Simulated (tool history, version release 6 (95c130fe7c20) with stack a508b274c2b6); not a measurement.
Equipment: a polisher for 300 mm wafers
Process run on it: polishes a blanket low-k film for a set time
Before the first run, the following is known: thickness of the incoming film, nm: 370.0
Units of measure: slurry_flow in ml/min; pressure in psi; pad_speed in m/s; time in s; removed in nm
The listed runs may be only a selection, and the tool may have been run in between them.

run	hour	slurry_flow	pressure	pad_speed	slurry_solids	time	removed
1	0	305	1.8	1.1	1	76	36.986
2	4.5	305	1.8	1.2	1	76	39.582
3	11.9	305	1.9	1.2	1	76	41.551
4	16.2	305	1.9	1.2	1	76	41.245
5	23.4	255	1.9	1.2	1	76	40.774
6	31.3	255	1.5	1.2	1	76	32.202
7	33	270	1.7	1.2	1	76	36.628
8	41.8	280	1.8	1.2	1	76	38.668
9	48.2	285	2.3	1.22	1	76	49.516
10	50.5	305	2.3	1.22	1	76	50.525
11	54.4	320	2.3	1.22	1	76	50.794
12	61.6	330	2.3	1.22	1	76	50.692
13	64.9	335	2.3	1.22	1	76	50.816

What does the tool deliver on the next run?
14	69.8	340	2.3	1.22	1	76	?

removed: 50.804 nm
